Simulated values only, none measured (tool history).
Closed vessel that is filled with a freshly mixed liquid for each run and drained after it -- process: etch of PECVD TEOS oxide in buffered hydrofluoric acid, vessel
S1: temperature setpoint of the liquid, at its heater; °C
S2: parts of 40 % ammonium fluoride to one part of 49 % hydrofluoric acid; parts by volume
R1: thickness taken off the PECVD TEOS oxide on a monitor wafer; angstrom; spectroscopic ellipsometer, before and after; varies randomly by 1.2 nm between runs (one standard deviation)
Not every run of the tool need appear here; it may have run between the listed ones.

run 1 hour=0 | S1=25 S2=18 time_in_the_liquid_(s)=30 | R1=596.77
run 2 hour=5 | S1=25 S2=20.5 time_in_the_liquid_(s)=30 | R1=544.07
run 3 hour=10.2 | S1=27 S2=16.5 time_in_the_liquid_(s)=30 | R1=713.58
run 4 hour=12.3 | S1=27 S2=12.5 time_in_the_liquid_(s)=30 | R1=943.35
run 5 hour=21.6 | S1=27 S2=12.5 time_in_the_liquid_(s)=30 | R1=943.55
run 6 hour=28.3 | S1=28.5 S2=11 time_in_the_liquid_(s)=30 | R1=1165.1
run 7 hour=32.4 | S1=29.5 S2=10.5 time_in_the_liquid_(s)=30 | R1=1270.2
run 8 hour=35.9 | S1=30 S2=10 time_in_the_liquid_(s)=30 | R1=1381.9

Expected results for the next run?
-- hour=38.6 hydrofluoric acid flow meter replaced
run 9 hour=38.6 | S1=30.5 S2=9.5 time_in_the_liquid_(s)=30 | R1=?

For run 9 the tool returned R1 1603.1 angstrom.
